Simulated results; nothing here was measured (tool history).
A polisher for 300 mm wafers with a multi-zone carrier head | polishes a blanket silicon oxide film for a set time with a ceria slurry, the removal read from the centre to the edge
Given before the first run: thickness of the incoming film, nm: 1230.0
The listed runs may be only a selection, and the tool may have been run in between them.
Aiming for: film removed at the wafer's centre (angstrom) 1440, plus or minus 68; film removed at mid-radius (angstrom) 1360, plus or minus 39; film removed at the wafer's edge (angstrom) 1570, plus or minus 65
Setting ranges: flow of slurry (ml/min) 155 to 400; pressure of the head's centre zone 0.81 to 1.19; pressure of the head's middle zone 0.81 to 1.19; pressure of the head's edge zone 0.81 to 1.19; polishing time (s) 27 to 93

| run | day | flow of slurry (ml/min) | pressure of the head's centre zone | pressure of the head's middle zone | pressure of the head's edge zone | polishing time (s) | film removed at the wafer's centre (angstrom) | film removed at mid-radius (angstrom) | film removed at the wafer's edge (angstrom) |
|---|---|---|---|---|---|---|---|---|---|
| 1 | 0 | 255 | 1 | 1 | 1 | 59 | 1571.1 | 1593.2 | 1602.4 |
| 2 | 0.288 | 245 | 0.99 | 0.96 | 1.01 | 59 | 1580.9 | 1540.1 | 1631.3 |
| 3 | 0.504 | 245 | 0.99 | 0.96 | 0.95 | 59 | 1608.3 | 1539.6 | 1546.4 |
| 4 | 0.712 | 245 | 0.99 | 1.01 | 0.95 | 59 | 1576.6 | 1626.4 | 1554.8 |
| 5 | 1.054 | 245 | 0.99 | 1.08 | 0.95 | 59 | 1593.3 | 1697.6 | 1557.1 |
| 6 | 1.308 | 245 | 0.99 | 1.08 | 0.89 | 59 | 1599.9 | 1714.3 | 1532.1 |
| 7 | 1.588 | 235 | 0.97 | 1 | 0.93 | 59 | 1573.2 | 1577.4 | 1525.8 |
| 8 | 1.904 | 225 | 0.94 | 0.96 | 0.96 | 59 | 1521.3 | 1541.4 | 1529.2 |
| 9 | 2.242 | 225 | 0.94 | 0.92 | 0.99 | 58 | 1432.2 | 1468.8 | 1539.3 |
| 10 | 2.438 | 220 | 0.95 | 0.89 | 1 | 58 | 1518.3 | 1404.6 | 1538.6 |
| 11 | 2.7 | 220 | 0.94 | 0.88 | 1.02 | 58 | 1468.3 | 1398.4 | 1581.1 |

Next run, 4 choices. One meets every target within its allowed miss, the rest don't. Which?
| A | 2.962 | 155 | 0.97 | 0.96 | 0.95 | 60 | ? | ? | ? |
| B | 2.962 | 255 | 0.9 | 0.92 | 1.01 | 58 | ? | ? | ? |
| C | 2.962 | 210 | 0.97 | 0.89 | 1.11 | 56 | ? | ? | ? |
| D | 2.962 | 225 | 0.92 | 0.88 | 1.03 | 60 | ? | ? | ? |

| move | film removed at the wafer's centre (angstrom) | film removed at mid-radius (angstrom) | film removed at the wafer's edge (angstrom) |
|---|---|---|---|
| A | 1480.6 | 1496.6 | 1529.8 |
| B | 1399.2 | 1464.8 | 1578.6 |
| C | 1428.6 | 1351.3 | 1577.1 |
| D | 1461.3 | 1444.1 | 1635.9 |
A: moves away from the targets compared with the last run
B: moves away from the targets compared with the last run
C: in spec on every target
D: moves away from the targets compared with the last run
So the answer is move C, the one that meets all the targets.
